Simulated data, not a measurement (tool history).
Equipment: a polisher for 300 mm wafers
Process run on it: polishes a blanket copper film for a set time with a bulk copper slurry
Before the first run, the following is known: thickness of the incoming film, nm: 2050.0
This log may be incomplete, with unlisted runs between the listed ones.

run  hour  flow of slurry (ml/min)  pressure of the wafer on the pad (kPa)  speed of the pad under the wafer (m/s)  abrasive content of the slurry  polishing time (s)  film removed (nm)
  1     0                      125                                    14.5                                    1.08                               1                  21             148.03
  2   8.4                      125                                    14.5                                    1.26                               1                  21             173.46
  3  15.2                      145                                    14.5                                    1.26                               1                  21             175.92
  4  16.6                      145                                    13.1                                     1.2                               1                  21             153.25
  5  20.9                      145                                    13.1                                     1.2                               1                  19             137.06
  6  22.9                      145                                    13.1                                     1.2                             0.9                  19             136.71
  7  27.5                      145                                    11.7                                    1.16                             0.9                  19             117.23
  8  34.2                      145                                      11                                    1.14                             0.9                  19             110.56
  9  42.8                      145                                    10.3                                    1.12                             0.9                  19             100.59

Predict the results of run 10:
 10  45.5                      145                                    10.3                                    1.12                             0.9                  19                  ?

film removed (nm): 101.9

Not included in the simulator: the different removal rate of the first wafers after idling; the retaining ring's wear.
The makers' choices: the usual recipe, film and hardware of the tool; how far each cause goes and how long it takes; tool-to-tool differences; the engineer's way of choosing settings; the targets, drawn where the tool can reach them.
